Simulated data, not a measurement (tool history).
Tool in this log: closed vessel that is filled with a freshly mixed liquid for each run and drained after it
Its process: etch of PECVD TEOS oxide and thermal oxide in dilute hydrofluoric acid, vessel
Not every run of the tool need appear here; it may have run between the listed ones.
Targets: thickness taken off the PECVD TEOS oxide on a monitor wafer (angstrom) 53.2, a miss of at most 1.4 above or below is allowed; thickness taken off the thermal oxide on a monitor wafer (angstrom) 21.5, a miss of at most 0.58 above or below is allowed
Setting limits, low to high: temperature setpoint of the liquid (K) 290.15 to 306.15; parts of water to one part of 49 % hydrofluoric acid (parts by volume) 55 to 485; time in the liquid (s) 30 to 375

run  hour  temperature setpoint of the liquid (K)  parts of water to one part of 49 % hydrofluoric acid (parts by volume)  time in the liquid (s)  thickness taken off the PECVD TEOS oxide on a monitor wafer (angstrom)  thickness taken off the thermal oxide on a monitor wafer (angstrom)
  1     0                                  298.15                                                                     270                     190                                                                  77.992                                                                31.86
  2   4.4                                  298.15                                                                     270                     245                                                                  100.65                                                               40.824
  3   9.6                                  300.65                                                                     270                     245                                                                  109.35                                                               44.228
  4  11.3                                  297.65                                                                     300                     245                                                                  86.345                                                               34.919
  5  20.1                                  295.15                                                                     320                     245                                                                  72.471                                                               29.186
  6  23.8                                  293.65                                                                     330                     245                                                                  66.323                                                               26.974
  7  32.4                                  292.65                                                                     340                     245                                                                  61.465                                                               24.937
  8  39.6                                  292.15                                                                     345                     245                                                                  58.755                                                               24.239
  9  41.7                                  291.65                                                                     350                     245                                                                  57.285                                                               23.091
 10    45                                  291.65                                                                     350                     245                                                                   57.14                                                               22.857
 11  50.6                                  291.15                                                                     350                     245                                                                   55.99                                                               22.865
 12  55.1                                  291.15                                                                     355                     245                                                                  55.097                                                               22.448

Exercise: of the 5 proposed moves below, exactly one satisfies all targets within the stated allowed misses. Which move is it?
  A  59.6                                  290.15                                                                     335                     240                                                                       ?                                                                    ?
  B  59.6                                  294.15                                                                     450                     295                                                                       ?                                                                    ?
  C  59.6                                  290.15                                                                     265                     180                                                                       ?                                                                    ?
  D  59.6                                  291.15                                                                     270                     180                                                                       ?                                                                    ?
  E  59.6                                  292.15                                                                     305                     200                                                                       ?                                                                    ?

move  thickness taken off the PECVD TEOS oxide on a monitor wafer (angstrom)  thickness taken off the thermal oxide on a monitor wafer (angstrom)
   A                                                                  56.044                                                               22.293
   B                                                                  53.785                                                               21.394
   C                                                                  56.336                                                               22.409
   D                                                                  57.202                                                               22.753
   E                                                                  56.653                                                               22.535
A: misses by more than the last run did
B: every result within its allowed miss
C: misses by more than the last run did
D: misses by more than the last run did
E: misses by more than the last run did
B meets every target.
